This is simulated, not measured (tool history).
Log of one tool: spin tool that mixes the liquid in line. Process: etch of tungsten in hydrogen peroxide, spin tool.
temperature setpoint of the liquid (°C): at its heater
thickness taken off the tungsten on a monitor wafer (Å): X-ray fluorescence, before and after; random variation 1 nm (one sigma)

run	hour	temperature setpoint of the liquid (°C)	concentration of hydrogen peroxide in the mixed liquid (% by weight)	time under the liquid (s)	thickness taken off the tungsten on a monitor wafer (Å)
1	0.0	43.0	17.5	70	986.18
2	2.2	43.5	17.5	70	1040.30
3	9.4	43.5	15.0	70	952.94
4	9.9	44.0	15.0	70	980.62
5	12.8	44.0	12.0	70	871.92
6	15.3	45.0	12.0	70	920.10
7	19.2	46.0	12.0	70	986.66
8	27.2	46.5	12.0	70	1000.30
9	35.1	47.0	12.0	70	1045.50
10	43.1	47.5	12.0	70	1082.30

Run 11 comes next. What will it give?
11	48.1	48.0	12.0	70	?

thickness taken off the tungsten on a monitor wafer (Å): 1122.70

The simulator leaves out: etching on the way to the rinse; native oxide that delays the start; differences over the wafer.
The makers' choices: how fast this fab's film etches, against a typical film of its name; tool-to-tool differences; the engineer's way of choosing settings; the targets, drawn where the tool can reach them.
